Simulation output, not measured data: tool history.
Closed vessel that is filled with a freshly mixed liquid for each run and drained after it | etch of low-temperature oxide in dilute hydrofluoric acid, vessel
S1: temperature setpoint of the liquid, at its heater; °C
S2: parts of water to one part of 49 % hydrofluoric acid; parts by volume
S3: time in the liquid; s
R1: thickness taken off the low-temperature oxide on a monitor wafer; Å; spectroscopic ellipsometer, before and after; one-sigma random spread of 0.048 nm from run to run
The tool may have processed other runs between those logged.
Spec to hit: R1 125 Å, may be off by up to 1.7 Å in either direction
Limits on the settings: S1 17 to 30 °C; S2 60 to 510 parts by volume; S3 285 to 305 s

run 1 day=0 | S1=22 S2=285 S3=285 | R1=172.38
run 2 day=0.033 | S1=19 S2=285 S3=285 | R1=154.78
run 3 day=0.162 | S1=22.5 S2=285 S3=285 | R1=175.57
run 4 day=0.258 | S1=24.5 S2=285 S3=285 | R1=189.42
run 5 day=0.346 | S1=22.5 S2=295 S3=285 | R1=167.78
run 6 day=0.454 | S1=22.5 S2=330 S3=285 | R1=146.15
run 7 day=0.508 | S1=21.5 S2=330 S3=285 | R1=140.55
run 8 day=0.592 | S1=20.5 S2=330 S3=285 | R1=135.75
run 9 day=0.846 | S1=20 S2=330 S3=285 | R1=133.36
-- day=1.217 thermometer replaced
run 10 day=1.217 | S1=20 S2=330 S3=285 | R1=139.31
run 11 day=1.35 | S1=19 S2=335 S3=285 | R1=131.75
run 12 day=1.708 | S1=18.5 S2=335 S3=285 | R1=129.14
run 13 day=1.983 | S1=18 S2=335 S3=285 | R1=127.93

Exercise: of the 5 proposed moves below, exactly one satisfies all targets within the stated allowed misses. Which move is it?
run A day=2.258 | S1=23.5 S2=385 S3=290 | R1=?
run B day=2.258 | S1=18 S2=340 S3=295 | R1=?
run C day=2.258 | S1=18.5 S2=350 S3=290 | R1=?
run D day=2.258 | S1=19.5 S2=340 S3=285 | R1=?
run E day=2.258 | S1=25.5 S2=405 S3=285 | R1=?

move=A R1=130.88
move=B R1=129.29
move=C R1=124.7
move=D R1=131.9
move=E R1=128.19
A: moves away from the targets compared with the last run
B: moves away from the targets compared with the last run
C: all results in spec
D: moves away from the targets compared with the last run
E: moves away from the targets compared with the last run
Correct choice: C, which meets every target

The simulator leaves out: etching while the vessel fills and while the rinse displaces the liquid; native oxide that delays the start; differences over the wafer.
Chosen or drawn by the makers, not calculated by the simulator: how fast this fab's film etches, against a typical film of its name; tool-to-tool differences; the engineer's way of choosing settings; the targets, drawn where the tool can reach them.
